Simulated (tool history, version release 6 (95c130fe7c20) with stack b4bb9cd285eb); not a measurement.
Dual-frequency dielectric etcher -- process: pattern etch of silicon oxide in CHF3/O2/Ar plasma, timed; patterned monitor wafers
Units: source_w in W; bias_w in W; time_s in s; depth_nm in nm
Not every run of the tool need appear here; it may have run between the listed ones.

run	hour	source_w	bias_w	time_s	depth_nm
1	0	730	214	754	1566.6
2	6.4	730	191	754	1487.2
3	12.3	730	215	754	1568.5
4	17.8	700	211	754	1530.9
5	24.6	680	208	754	1504.5
6	31.4	660	206	754	1478
7	38.9	640	204	754	1454.7
8	45.5	620	203	754	1415.4

For run 9, what comes out?
9	46.3	610	202	754	?

depth_nm: 1417.8 nm

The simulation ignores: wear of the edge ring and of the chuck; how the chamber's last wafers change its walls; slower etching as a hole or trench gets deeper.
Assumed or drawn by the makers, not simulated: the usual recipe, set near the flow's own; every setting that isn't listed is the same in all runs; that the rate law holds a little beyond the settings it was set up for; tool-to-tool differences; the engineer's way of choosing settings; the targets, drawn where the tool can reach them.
